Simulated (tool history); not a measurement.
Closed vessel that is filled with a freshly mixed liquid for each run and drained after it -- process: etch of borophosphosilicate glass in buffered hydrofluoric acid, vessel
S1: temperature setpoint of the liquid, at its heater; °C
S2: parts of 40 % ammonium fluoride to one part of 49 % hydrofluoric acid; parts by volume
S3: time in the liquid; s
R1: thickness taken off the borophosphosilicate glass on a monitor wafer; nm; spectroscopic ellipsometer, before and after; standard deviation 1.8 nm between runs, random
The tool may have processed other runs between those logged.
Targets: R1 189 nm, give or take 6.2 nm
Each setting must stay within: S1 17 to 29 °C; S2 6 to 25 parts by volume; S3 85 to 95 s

{"run": 1, "hour": 0.0, "S1": 21, "S2": 15.5, "S3": 85, "R1": 133.98}
{"run": 2, "hour": 5.3, "S1": 23, "S2": 15.5, "S3": 85, "R1": 152.25}
{"run": 3, "hour": 11.7, "S1": 23, "S2": 18.5, "S3": 85, "R1": 126.54}
{"run": 4, "hour": 20.3, "S1": 24, "S2": 18.5, "S3": 85, "R1": 135.02}
{"run": 5, "hour": 23.1, "S1": 25, "S2": 18.5, "S3": 85, "R1": 141.5}
{"run": 6, "hour": 29.0, "S1": 26, "S2": 18, "S3": 85, "R1": 151.02}
{"run": 7, "hour": 35.9, "S1": 26.5, "S2": 17.5, "S3": 85, "R1": 159.15}
{"run": 8, "hour": 42.1, "S1": 27, "S2": 17.5, "S3": 85, "R1": 169.18}
{"run": 9, "hour": 45.5, "S1": 27.5, "S2": 17.5, "S3": 85, "R1": 171.03}

Exercise: of the 4 proposed moves below, exactly one satisfies all targets within the stated allowed misses. Which move is it?
{"run": "A", "hour": 48.9, "S1": 27, "S2": 17.5, "S3": 90, "R1": "?"}
{"run": "B", "hour": 48.9, "S1": 29, "S2": 18, "S3": 90, "R1": "?"}
{"run": "C", "hour": 48.9, "S1": 29, "S2": 16, "S3": 85, "R1": "?"}
{"run": "D", "hour": 48.9, "S1": 24.5, "S2": 18, "S3": 95, "R1": "?"}

move=A R1=177.11
move=B R1=191.47
move=C R1=203.09
move=D R1=159.03
A: moves toward the targets from the last run without getting all of them in spec
B: all results in spec
C: moves the result that the last run missed by most past its target, out the other side
D: its largest miss is bigger than the last run's
The move that meets every target is B.

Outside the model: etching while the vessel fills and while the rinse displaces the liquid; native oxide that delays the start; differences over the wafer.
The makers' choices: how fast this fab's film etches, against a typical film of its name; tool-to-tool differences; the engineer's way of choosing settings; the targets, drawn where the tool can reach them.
